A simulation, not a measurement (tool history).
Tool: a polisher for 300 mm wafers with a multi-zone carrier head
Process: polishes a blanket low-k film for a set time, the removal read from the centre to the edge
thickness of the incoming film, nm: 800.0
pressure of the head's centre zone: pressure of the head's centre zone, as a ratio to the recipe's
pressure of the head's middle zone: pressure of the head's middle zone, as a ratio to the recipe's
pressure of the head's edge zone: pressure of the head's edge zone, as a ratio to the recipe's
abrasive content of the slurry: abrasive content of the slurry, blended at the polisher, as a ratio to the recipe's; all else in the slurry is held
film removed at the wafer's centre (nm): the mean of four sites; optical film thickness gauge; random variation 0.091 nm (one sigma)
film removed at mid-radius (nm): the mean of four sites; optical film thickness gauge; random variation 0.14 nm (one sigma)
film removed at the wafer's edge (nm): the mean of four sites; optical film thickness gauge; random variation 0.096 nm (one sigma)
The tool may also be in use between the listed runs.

run	hour	flow of slurry (ml/min)	pressure of the head's centre zone	pressure of the head's middle zone	pressure of the head's edge zone	abrasive content of the slurry	polishing time (s)	film removed at the wafer's centre (nm)	film removed at mid-radius (nm)	film removed at the wafer's edge (nm)
1	0	230	1	1	1	1	60	16.129	15.349	15.851
2	7.5	230	1	1	1.08	1	60	15.952	15.581	16.666
3	12.2	230	1	1	1.08	0.85	60	14.735	13.933	14.727
4	17.3	225	0.97	1	1.04	0.75	60	12.771	12.596	13.291
5	23	225	0.97	1	1.04	0.75	73	15.531	15.226	16.376
6	28.5	225	0.94	1	1.04	0.75	73	15.164	15.477	16.31

The next listed run, before its measurement:
7	34	230	0.95	1	0.99	0.7	69	?	?	?

Run 7 gave film removed at the wafer's centre (nm) 13.863, film removed at mid-radius (nm) 13.787, film removed at the wafer's edge (nm) 14.254.
